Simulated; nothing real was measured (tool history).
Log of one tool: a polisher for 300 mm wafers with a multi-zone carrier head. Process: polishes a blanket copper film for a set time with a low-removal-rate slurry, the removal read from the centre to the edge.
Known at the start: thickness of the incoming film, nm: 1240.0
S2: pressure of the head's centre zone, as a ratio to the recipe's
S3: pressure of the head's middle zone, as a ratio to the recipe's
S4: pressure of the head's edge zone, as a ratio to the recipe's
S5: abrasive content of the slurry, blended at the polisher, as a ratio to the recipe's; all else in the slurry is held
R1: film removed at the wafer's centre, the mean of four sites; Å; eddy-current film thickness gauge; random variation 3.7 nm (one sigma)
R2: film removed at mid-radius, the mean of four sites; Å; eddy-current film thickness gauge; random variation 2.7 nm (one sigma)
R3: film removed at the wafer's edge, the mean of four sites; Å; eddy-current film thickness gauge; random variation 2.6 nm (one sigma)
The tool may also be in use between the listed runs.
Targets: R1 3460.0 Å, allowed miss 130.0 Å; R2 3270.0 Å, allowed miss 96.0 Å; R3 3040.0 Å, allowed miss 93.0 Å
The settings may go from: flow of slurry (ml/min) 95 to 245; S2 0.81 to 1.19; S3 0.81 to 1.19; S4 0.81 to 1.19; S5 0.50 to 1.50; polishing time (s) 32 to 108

Run 1, hour 0.0: flow of slurry (ml/min) 155, S2 1.00, S3 1.00, S4 1.00, S5 1.00, polishing time (s) 70. Result: R1 2512.1 Å, R2 2441.1 Å, R3 2439.3 Å.
Run 2, hour 3.6: flow of slurry (ml/min) 165, S2 1.02, S3 1.02, S4 1.02, S5 1.05, polishing time (s) 70. Result: R1 2626.9 Å, R2 2548.1 Å, R3 2540.1 Å.
Run 3, hour 4.8: flow of slurry (ml/min) 165, S2 1.02, S3 1.02, S4 1.02, S5 1.15, polishing time (s) 70. Result: R1 2695.2 Å, R2 2631.9 Å, R3 2592.3 Å.
Run 4, hour 10.4: flow of slurry (ml/min) 175, S2 1.04, S3 1.04, S4 1.04, S5 1.15, polishing time (s) 70. Result: R1 2726.0 Å, R2 2669.7 Å, R3 2723.6 Å.
Run 5, hour 15.0: flow of slurry (ml/min) 175, S2 1.04, S3 1.12, S4 1.04, S5 1.15, polishing time (s) 70. Result: R1 2756.1 Å, R2 2827.1 Å, R3 2637.7 Å.
Run 6, hour 21.0: flow of slurry (ml/min) 185, S2 1.06, S3 1.13, S4 1.04, S5 1.20, polishing time (s) 70. Result: R1 2924.1 Å, R2 2932.7 Å, R3 2762.7 Å.
Run 7, hour 29.1: flow of slurry (ml/min) 195, S2 1.07, S3 1.14, S4 1.04, S5 1.20, polishing time (s) 70. Result: R1 2938.0 Å, R2 2952.0 Å, R3 2728.4 Å.
Run 8, hour 37.3: flow of slurry (ml/min) 200, S2 1.09, S3 1.15, S4 1.05, S5 1.25, polishing time (s) 70. Result: R1 3024.7 Å, R2 3008.7 Å, R3 2834.1 Å.

4 next moves are on the table. One of them brings every result within its allowed miss. Which?
Run A, hour 45.5: flow of slurry (ml/min) 215, S2 1.10, S3 1.10, S4 1.07, S5 1.25, polishing time (s) 78. Result: R1 ?, R2 ?, R3 ?.
Run B, hour 45.5: flow of slurry (ml/min) 205, S2 1.09, S3 0.99, S4 1.11, S5 1.30, polishing time (s) 78. Result: R1 ?, R2 ?, R3 ?.
Run C, hour 45.5: flow of slurry (ml/min) 115, S2 1.05, S3 1.11, S4 1.06, S5 1.35, polishing time (s) 84. Result: R1 ?, R2 ?, R3 ?.
Run D, hour 45.5: flow of slurry (ml/min) 160, S2 1.11, S3 1.11, S4 0.98, S5 1.30, polishing time (s) 80. Result: R1 ?, R2 ?, R3 ?.

move      R1      R2      R3
   A  3528.9  3236.8  3202.1
   B  3510.0  3013.6  3288.6
   C  3255.8  3197.1  3228.8
   D  3509.7  3228.7  3076.1
A: brings the result that was furthest off to its target, and leaves another outside
B: brings the result that was furthest off to its target, and leaves another outside
C: nearer than the last run, and not there yet
D: meets every target
Answer: D

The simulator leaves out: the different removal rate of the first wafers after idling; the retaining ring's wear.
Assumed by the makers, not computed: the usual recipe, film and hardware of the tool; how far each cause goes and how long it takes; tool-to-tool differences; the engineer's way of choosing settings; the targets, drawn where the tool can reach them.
